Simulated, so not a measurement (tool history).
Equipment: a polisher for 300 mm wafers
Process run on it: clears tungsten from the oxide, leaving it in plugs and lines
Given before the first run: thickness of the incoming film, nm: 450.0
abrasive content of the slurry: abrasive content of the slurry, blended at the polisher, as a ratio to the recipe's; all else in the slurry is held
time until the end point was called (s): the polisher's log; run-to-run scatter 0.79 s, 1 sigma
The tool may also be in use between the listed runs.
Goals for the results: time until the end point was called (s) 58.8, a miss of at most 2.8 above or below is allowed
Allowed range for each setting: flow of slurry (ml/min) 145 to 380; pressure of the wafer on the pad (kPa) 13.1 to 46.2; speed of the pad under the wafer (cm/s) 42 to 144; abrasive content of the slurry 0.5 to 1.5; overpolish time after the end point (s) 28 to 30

run	hour	flow of slurry (ml/min)	pressure of the wafer on the pad (kPa)	speed of the pad under the wafer (cm/s)	abrasive content of the slurry	overpolish time after the end point (s)	time until the end point was called (s)
1	0	245	29.6	92	1	28	95.387
2	5.3	245	33.8	92	1	28	84.232
3	13.8	245	33.8	112	1	28	71.948
4	21.8	300	33.8	112	1	28	71.302
5	26.6	300	34.5	112	1	28	71.492
6	32.2	300	35.2	112	1	28	69.303
7	34.2	300	35.9	112	1	28	67.911
8	42.7	300	36.5	112	1	28	66.118
9	43.3	300	37.2	112	1	28	65.439
10	46.5	300	37.9	112	1	28	64.033
11	55.2	300	39.3	112	1	28	62.636
12	61.8	300	39.3	112	1	28	64.43

Below are 4 possible settings for the next run. Only one of them brings all results inside the allowed miss of their targets. Which is it?
A	68.4	285	40.7	126	0.9	30	?
B	68.4	305	37.9	104	1.05	28	?
C	68.4	270	42.7	130	1.05	28	?
D	68.4	375	34.5	104	1.15	30	?

move	time until the end point was called (s)
A	59.163
B	67.704
C	52.609
D	70.946
A: all results in spec
B: misses by more than the last run did
C: takes the biggest miss from the last run beyond its target
D: misses by more than the last run did
A meets every target.
